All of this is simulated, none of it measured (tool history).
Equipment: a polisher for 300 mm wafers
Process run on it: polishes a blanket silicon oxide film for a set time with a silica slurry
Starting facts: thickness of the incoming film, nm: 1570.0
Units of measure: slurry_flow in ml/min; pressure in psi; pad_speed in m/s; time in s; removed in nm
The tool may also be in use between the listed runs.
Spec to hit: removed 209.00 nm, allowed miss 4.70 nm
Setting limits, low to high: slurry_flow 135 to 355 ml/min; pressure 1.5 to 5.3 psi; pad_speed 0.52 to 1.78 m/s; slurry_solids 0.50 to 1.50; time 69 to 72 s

run 1 hour=0.0 | slurry_flow=225 pressure=3.4 pad_speed=1.14 slurry_solids=1.00 time=69 | removed=179.10
run 2 hour=4.6 | slurry_flow=225 pressure=3.4 pad_speed=1.14 slurry_solids=0.90 time=69 | removed=168.52
run 3 hour=11.0 | slurry_flow=225 pressure=2.9 pad_speed=1.14 slurry_solids=0.90 time=69 | removed=145.07
run 4 hour=12.4 | slurry_flow=245 pressure=2.9 pad_speed=1.14 slurry_solids=0.90 time=69 | removed=146.20
run 5 hour=15.0 | slurry_flow=245 pressure=2.9 pad_speed=1.14 slurry_solids=1.05 time=69 | removed=159.49
run 6 hour=22.3 | slurry_flow=245 pressure=2.9 pad_speed=1.14 slurry_solids=1.05 time=69 | removed=159.38
run 7 hour=29.4 | slurry_flow=245 pressure=2.9 pad_speed=1.14 slurry_solids=1.05 time=69 | removed=159.10
run 8 hour=30.1 | slurry_flow=250 pressure=3.2 pad_speed=1.14 slurry_solids=1.05 time=69 | removed=174.73
run 9 hour=31.0 | slurry_flow=255 pressure=3.4 pad_speed=1.14 slurry_solids=1.05 time=69 | removed=185.22
run 10 hour=34.5 | slurry_flow=255 pressure=3.5 pad_speed=1.14 slurry_solids=1.05 time=69 | removed=190.04

4 candidate next runs follow, results not yet known. Just one meets every target within its allowed miss. Identify it.
run A hour=38.0 | slurry_flow=270 pressure=3.4 pad_speed=1.38 slurry_solids=1.05 time=69 | removed=?
run B hour=38.0 | slurry_flow=255 pressure=3.6 pad_speed=1.20 slurry_solids=1.00 time=72 | removed=?
run C hour=38.0 | slurry_flow=265 pressure=3.4 pad_speed=1.36 slurry_solids=1.05 time=70 | removed=?
run D hour=38.0 | slurry_flow=250 pressure=3.6 pad_speed=1.24 slurry_solids=1.05 time=72 | removed=?

move=A removed=219.24
move=B removed=209.77
move=C removed=219.55
move=D removed=220.82
A: carries the result that was furthest off beyond its target, to the other side
B: each result inside its tolerance
C: carries the result that was furthest off beyond its target, to the other side
D: carries the result that was furthest off beyond its target, to the other side
So the answer is move B, the one that meets all the targets.
